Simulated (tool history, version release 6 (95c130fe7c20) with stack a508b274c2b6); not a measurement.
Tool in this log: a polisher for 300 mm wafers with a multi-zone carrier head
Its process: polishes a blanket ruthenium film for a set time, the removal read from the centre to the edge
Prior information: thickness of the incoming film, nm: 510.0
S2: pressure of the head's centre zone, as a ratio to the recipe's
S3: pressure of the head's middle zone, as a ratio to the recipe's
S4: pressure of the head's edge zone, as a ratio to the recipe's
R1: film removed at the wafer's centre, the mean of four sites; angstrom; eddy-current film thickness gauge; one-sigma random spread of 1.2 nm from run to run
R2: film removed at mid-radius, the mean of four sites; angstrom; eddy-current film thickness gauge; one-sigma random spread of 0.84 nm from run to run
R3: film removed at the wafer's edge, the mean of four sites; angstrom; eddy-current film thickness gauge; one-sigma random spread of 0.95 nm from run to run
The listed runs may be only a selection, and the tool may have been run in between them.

{"run": 1, "hour": 0.0, "flow of slurry (ml/min)": 315, "S2": 1, "S3": 1, "S4": 1, "polishing time (s)": 81, "R1": 733.04, "R2": 677.75, "R3": 671.81}
{"run": 2, "hour": 3.0, "flow of slurry (ml/min)": 315, "S2": 1, "S3": 1, "S4": 1, "polishing time (s)": 68, "R1": 618.71, "R2": 573.92, "R3": 558.08}
{"run": 3, "hour": 5.2, "flow of slurry (ml/min)": 385, "S2": 1, "S3": 1, "S4": 1, "polishing time (s)": 68, "R1": 625.96, "R2": 585.04, "R3": 569.85}
{"run": 4, "hour": 10.7, "flow of slurry (ml/min)": 385, "S2": 1, "S3": 1, "S4": 1.04, "polishing time (s)": 68, "R1": 614.91, "R2": 578.25, "R3": 572.17}
{"run": 5, "hour": 15.2, "flow of slurry (ml/min)": 385, "S2": 1, "S3": 1.02, "S4": 1.04, "polishing time (s)": 72, "R1": 668.16, "R2": 640.66, "R3": 617.69}
{"run": 6, "hour": 21.6, "flow of slurry (ml/min)": 385, "S2": 1, "S3": 1.03, "S4": 1.06, "polishing time (s)": 74, "R1": 664.36, "R2": 648.05, "R3": 644.55}

For run 7, what comes out?
{"run": 7, "hour": 24.6, "flow of slurry (ml/min)": 385, "S2": 1.02, "S3": 1.06, "S4": 1.06, "polishing time (s)": 76, "R1": "?", "R2": "?", "R3": "?"}

R1: 688.37 angstrom
R2: 687.4 angstrom
R3: 631.59 angstrom

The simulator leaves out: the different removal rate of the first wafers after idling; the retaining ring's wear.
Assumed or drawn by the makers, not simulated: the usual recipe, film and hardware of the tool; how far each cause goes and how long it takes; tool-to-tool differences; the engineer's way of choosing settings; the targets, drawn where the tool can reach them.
